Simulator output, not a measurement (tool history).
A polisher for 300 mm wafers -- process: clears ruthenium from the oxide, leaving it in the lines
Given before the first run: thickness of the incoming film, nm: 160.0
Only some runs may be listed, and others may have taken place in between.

| run | hour | flow of slurry (ml/min) | pressure of the wafer on the pad (kPa) | speed of the pad under the wafer (cm/s) | overpolish time after the end point (s) | time until the end point was called (s) |
|---|---|---|---|---|---|---|
| 1 | 0.0 | 295 | 14.5 | 86 | 3 | 143.12 |
| 2 | 3.2 | 295 | 13.1 | 86 | 3 | 150.47 |
| 3 | 3.8 | 295 | 13.1 | 86 | 3 | 150.29 |
| 4 | 9.6 | 295 | 11.7 | 84 | 3 | 165.26 |
| 5 | 11.3 | 295 | 11.0 | 82 | 3 | 176.68 |
| 6 | 19.7 | 295 | 10.3 | 82 | 3 | 184.45 |
| 7 | 25.5 | 295 | 9.7 | 82 | 3 | 191.55 |

Estimate the outcome of run 8 from the log above:
| 8 | 33.6 | 295 | 9.0 | 82 | 3 | ? |

Run 8 gave time until the end point was called (s) 203.96.
